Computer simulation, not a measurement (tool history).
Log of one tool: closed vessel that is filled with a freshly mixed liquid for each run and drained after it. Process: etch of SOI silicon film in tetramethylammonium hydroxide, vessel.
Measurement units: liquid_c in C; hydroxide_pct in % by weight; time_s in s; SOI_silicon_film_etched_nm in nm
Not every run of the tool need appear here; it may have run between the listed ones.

run    day  liquid_c  hydroxide_pct  time_s  SOI_silicon_film_etched_nm
  1  0.000      72.0           18.0      35                      234.31
  2  0.371      67.0           18.0      35                      174.96
  3  0.571      69.5           18.0      35                      206.35
  4  0.717      66.0           18.0      35                      165.18
  5  0.912      66.0           15.5      35                      173.21
  6  0.979      66.0           15.5      30                      145.74
  7  1.146      69.0           15.5      30                      176.09
  8  1.512      71.5           15.5      30                      208.49
  9  1.867      73.0           15.5      30                      227.76

Estimate the outcome of run 10 from the log above:
 10  1.921      74.0           15.5      30                           ?

Run 10 produced SOI_silicon_film_etched_nm 240.60 nm.
